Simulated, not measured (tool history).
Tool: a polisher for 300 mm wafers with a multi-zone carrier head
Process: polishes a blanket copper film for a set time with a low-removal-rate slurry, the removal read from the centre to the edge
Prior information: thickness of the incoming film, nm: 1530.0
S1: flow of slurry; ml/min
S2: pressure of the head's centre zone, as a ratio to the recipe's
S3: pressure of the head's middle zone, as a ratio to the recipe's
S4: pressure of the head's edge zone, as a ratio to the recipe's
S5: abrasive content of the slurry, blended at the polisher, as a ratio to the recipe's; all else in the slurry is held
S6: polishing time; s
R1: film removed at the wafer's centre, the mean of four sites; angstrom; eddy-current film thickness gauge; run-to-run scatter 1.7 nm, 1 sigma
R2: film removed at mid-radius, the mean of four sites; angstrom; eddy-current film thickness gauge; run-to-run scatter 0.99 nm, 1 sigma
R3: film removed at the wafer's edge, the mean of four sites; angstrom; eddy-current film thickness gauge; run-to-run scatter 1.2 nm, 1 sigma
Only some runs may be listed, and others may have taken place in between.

| run | day | S1 | S2 | S3 | S4 | S5 | S6 | R1 | R2 | R3 |
|---|---|---|---|---|---|---|---|---|---|---|
| 1 | 0.000 | 270 | 1.00 | 1.00 | 1.00 | 1.00 | 82 | 2009.8 | 1967.0 | 1967.10 |
| 2 | 0.350 | 270 | 1.00 | 1.00 | 1.00 | 1.00 | 74 | 1798.1 | 1749.0 | 1756.70 |
| 3 | 0.579 | 270 | 1.00 | 1.00 | 0.99 | 0.95 | 72 | 1779.0 | 1678.8 | 1706.70 |
| 4 | 0.871 | 270 | 0.99 | 1.01 | 0.98 | 0.90 | 69 | 1631.8 | 1634.7 | 1599.00 |
| 5 | 1.175 | 215 | 0.99 | 1.01 | 0.98 | 0.90 | 69 | 1590.2 | 1589.7 | 1561.20 |
| 6 | 1.458 | 215 | 0.99 | 1.05 | 0.98 | 0.90 | 69 | 1615.2 | 1617.8 | 1558.00 |

Run 7 comes next. What will it give?
| 7 | 1.554 | 220 | 1.06 | 0.95 | 0.89 | 0.65 | 48 | ? | ? | ? |

R1: 1154.4 angstrom
R2: 1005.9 angstrom
R3: 996.87 angstrom
